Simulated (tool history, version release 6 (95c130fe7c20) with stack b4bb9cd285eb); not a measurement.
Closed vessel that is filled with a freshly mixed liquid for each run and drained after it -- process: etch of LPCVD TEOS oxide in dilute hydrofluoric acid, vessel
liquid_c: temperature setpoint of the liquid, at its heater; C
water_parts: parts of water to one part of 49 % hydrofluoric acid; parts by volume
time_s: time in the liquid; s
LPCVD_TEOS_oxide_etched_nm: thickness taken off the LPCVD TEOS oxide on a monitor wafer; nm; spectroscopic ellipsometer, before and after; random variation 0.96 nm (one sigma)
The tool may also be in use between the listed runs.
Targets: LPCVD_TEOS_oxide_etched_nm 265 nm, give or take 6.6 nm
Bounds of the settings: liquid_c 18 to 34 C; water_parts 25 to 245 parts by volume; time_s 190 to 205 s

run    day  liquid_c  water_parts  time_s  LPCVD_TEOS_oxide_etched_nm
  1      0        26          135     190                      92.235
  2  0.308        26          135     190                      92.692
  3  0.392      28.5          105     190                       135.4
  4  0.467        30          105     190                      143.68
  5  0.596        30          140     190                      102.95
     0.746  -- hydrofluoric acid flow meter replaced
  6  0.746      26.5          140     190                       80.39
  7  0.946        29          115     190                       111.9
  8  1.054      30.5           85     190                      166.31
  9  1.321      31.5           70     190                      215.18

Below are 5 possible settings for the next run. Only one of them brings all results inside the allowed miss of their targets. Which is it?
  A  1.588        28           55     205                           ?
  B  1.588      29.5           65     200                           ?
  C  1.588        33           60     200                           ?
  D  1.588        34           65     205                           ?
  E  1.588      32.5           90     190                           ?

move  LPCVD_TEOS_oxide_etched_nm
   A                      262.28
   B                      226.31
   C                       282.6
   D                      275.38
   E                      167.57
A: meets every target
B: nearer the targets than the last run, but a result is still out of spec
C: takes the result that was furthest off past its target
D: takes the result that was furthest off past its target
E: moves away from the targets compared with the last run
Answer: A
